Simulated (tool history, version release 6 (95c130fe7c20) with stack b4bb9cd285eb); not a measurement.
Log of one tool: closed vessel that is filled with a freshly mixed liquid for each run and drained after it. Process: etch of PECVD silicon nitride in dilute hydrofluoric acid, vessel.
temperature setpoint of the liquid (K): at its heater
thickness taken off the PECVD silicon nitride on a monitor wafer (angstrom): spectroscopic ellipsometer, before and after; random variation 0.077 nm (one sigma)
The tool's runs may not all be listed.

run  hour  temperature setpoint of the liquid (K)  parts of water to one part of 49 % hydrofluoric acid (parts by volume)  time in the liquid (s)  thickness taken off the PECVD silicon nitride on a monitor wafer (angstrom)
  1     0                                  299.15                                                                     205                     525                                                                       121.62
  2   1.8                                  298.65                                                                     205                     525                                                                       116.12
  3   4.2                                  298.15                                                                     205                     525                                                                       113.57
  4   8.1                                  297.65                                                                     205                     525                                                                       109.69
  5   9.6                                  297.65                                                                     205                     525                                                                       108.64
  6  15.9                                  297.65                                                                     205                     525                                                                       110.93
  7  19.3                                  297.15                                                                     205                     525                                                                       106.36
       23  -- thermometer replaced
  8    23                                  296.65                                                                     205                     525                                                                       111.99
  9    31                                  296.15                                                                     210                     525                                                                       103.83
 10  39.1                                  295.65                                                                     210                     525                                                                       101.84
 11  42.1                                  295.15                                                                     210                     525                                                                       98.192

Run 12 comes next. What will it give?
 12  48.3                                  294.65                                                                     210                     525                                                                            ?

thickness taken off the PECVD silicon nitride on a monitor wafer (angstrom): 96.833

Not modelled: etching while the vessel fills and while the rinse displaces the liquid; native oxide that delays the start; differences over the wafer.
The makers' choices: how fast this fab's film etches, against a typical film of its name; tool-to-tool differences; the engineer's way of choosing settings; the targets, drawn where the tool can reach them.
